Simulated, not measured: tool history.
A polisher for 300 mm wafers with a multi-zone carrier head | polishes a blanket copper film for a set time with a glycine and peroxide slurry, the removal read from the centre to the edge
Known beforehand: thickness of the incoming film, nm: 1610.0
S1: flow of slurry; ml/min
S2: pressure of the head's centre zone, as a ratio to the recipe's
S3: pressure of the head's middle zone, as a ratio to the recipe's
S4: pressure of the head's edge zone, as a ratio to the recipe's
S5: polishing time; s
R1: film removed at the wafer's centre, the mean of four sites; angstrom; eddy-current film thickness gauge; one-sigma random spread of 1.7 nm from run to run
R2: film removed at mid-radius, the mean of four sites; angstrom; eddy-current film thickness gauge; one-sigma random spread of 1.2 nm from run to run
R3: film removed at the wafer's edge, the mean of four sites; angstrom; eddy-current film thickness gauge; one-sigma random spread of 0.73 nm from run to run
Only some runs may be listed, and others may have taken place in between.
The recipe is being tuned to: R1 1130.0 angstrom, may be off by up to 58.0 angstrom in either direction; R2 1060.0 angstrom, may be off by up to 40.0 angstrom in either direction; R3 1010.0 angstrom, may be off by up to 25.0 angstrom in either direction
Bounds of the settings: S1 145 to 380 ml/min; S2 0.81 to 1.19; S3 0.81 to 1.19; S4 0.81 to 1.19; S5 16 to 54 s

{"run": 1, "hour": 0.0, "S1": 245, "S2": 1.0, "S3": 1.0, "S4": 1.0, "S5": 35, "R1": 1939.5, "R2": 1918.2, "R3": 1991.1}
{"run": 2, "hour": 4.3, "S1": 245, "S2": 0.92, "S3": 1.0, "S4": 1.0, "S5": 35, "R1": 1849.9, "R2": 1910.9, "R3": 1964.7}
{"run": 3, "hour": 10.0, "S1": 245, "S2": 0.85, "S3": 1.0, "S4": 1.0, "S5": 35, "R1": 1716.3, "R2": 1934.7, "R3": 1982.7}
{"run": 4, "hour": 18.8, "S1": 245, "S2": 0.93, "S3": 1.0, "S4": 1.0, "S5": 35, "R1": 1823.8, "R2": 1901.2, "R3": 1980.2}
{"run": 5, "hour": 21.1, "S1": 270, "S2": 0.93, "S3": 1.0, "S4": 1.0, "S5": 35, "R1": 1841.3, "R2": 1981.6, "R3": 1998.4}
{"run": 6, "hour": 27.3, "S1": 250, "S2": 0.95, "S3": 1.01, "S4": 0.96, "S5": 31, "R1": 1685.5, "R2": 1718.3, "R3": 1724.8}
{"run": 7, "hour": 33.8, "S1": 240, "S2": 0.95, "S3": 1.01, "S4": 0.93, "S5": 28, "R1": 1512.3, "R2": 1530.6, "R3": 1528.7}
{"run": 8, "hour": 36.2, "S1": 240, "S2": 0.96, "S3": 1.01, "S4": 0.91, "S5": 25, "R1": 1383.5, "R2": 1392.1, "R3": 1353.5}
{"run": 9, "hour": 42.7, "S1": 240, "S2": 0.97, "S3": 1.0, "S4": 0.89, "S5": 23, "R1": 1276.6, "R2": 1244.8, "R3": 1213.4}
{"run": 10, "hour": 45.8, "S1": 250, "S2": 0.97, "S3": 0.99, "S4": 0.87, "S5": 22, "R1": 1208.3, "R2": 1184.9, "R3": 1179.0}
{"run": 11, "hour": 49.4, "S1": 240, "S2": 0.98, "S3": 0.99, "S4": 0.86, "S5": 21, "R1": 1143.1, "R2": 1163.0, "R3": 1099.7}
{"run": 12, "hour": 55.7, "S1": 240, "S2": 0.98, "S3": 0.99, "S4": 0.86, "S5": 21, "R1": 1142.4, "R2": 1143.0, "R3": 1109.4}
{"run": 13, "hour": 63.5, "S1": 230, "S2": 1.0, "S3": 0.99, "S4": 0.85, "S5": 21, "R1": 1183.6, "R2": 1126.9, "R3": 1098.3}
{"run": 14, "hour": 68.9, "S1": 225, "S2": 1.0, "S3": 0.99, "S4": 0.84, "S5": 21, "R1": 1143.9, "R2": 1119.7, "R3": 1090.4}
{"run": 15, "hour": 74.7, "S1": 225, "S2": 1.01, "S3": 0.99, "S4": 0.83, "S5": 21, "R1": 1144.0, "R2": 1123.9, "R3": 1096.9}
{"run": 16, "hour": 81.0, "S1": 230, "S2": 1.02, "S3": 0.99, "S4": 0.83, "S5": 20, "R1": 1108.5, "R2": 1069.0, "R3": 1040.2}
{"run": 17, "hour": 87.3, "S1": 230, "S2": 1.02, "S3": 0.99, "S4": 0.83, "S5": 20, "R1": 1095.0, "R2": 1070.7, "R3": 1033.4}
{"run": 18, "hour": 91.8, "S1": 230, "S2": 1.04, "S3": 1.0, "S4": 0.84, "S5": 20, "R1": 1182.6, "R2": 1080.2, "R3": 1037.2}
{"run": 19, "hour": 100.4, "S1": 230, "S2": 1.04, "S3": 1.0, "S4": 0.83, "S5": 20, "R1": 1151.3, "R2": 1066.4, "R3": 1029.4}

Which one of the following 5 next-run settings gets every result inside its allowed miss? There is exactly one.
{"run": "A", "hour": 109.0, "S1": 230, "S2": 1.12, "S3": 1.03, "S4": 1.02, "S5": 19, "R1": "?", "R2": "?", "R3": "?"}
{"run": "B", "hour": 109.0, "S1": 245, "S2": 1.11, "S3": 1.03, "S4": 0.98, "S5": 19, "R1": "?", "R2": "?", "R3": "?"}
{"run": "C", "hour": 109.0, "S1": 145, "S2": 1.0, "S3": 0.96, "S4": 0.89, "S5": 21, "R1": "?", "R2": "?", "R3": "?"}
{"run": "D", "hour": 109.0, "S1": 255, "S2": 1.15, "S3": 1.04, "S4": 0.82, "S5": 20, "R1": "?", "R2": "?", "R3": "?"}
{"run": "E", "hour": 109.0, "S1": 225, "S2": 1.07, "S3": 1.03, "S4": 0.87, "S5": 19, "R1": "?", "R2": "?", "R3": "?"}

move=A R1=1199.4 R2=1059.6 R3=1100.9
move=B R1=1200.2 R2=1067.6 R3=1085.9
move=C R1=1112.0 R2=1029.7 R3=1085.0
move=D R1=1309.0 R2=1138.3 R3=1056.9
move=E R1=1150.0 R2=1057.2 R3=1019.6
A: its largest miss is bigger than the last run's
B: its largest miss is bigger than the last run's
C: its largest miss is bigger than the last run's
D: its largest miss is bigger than the last run's
E: each result inside its tolerance
Go with E: it meets all targets.

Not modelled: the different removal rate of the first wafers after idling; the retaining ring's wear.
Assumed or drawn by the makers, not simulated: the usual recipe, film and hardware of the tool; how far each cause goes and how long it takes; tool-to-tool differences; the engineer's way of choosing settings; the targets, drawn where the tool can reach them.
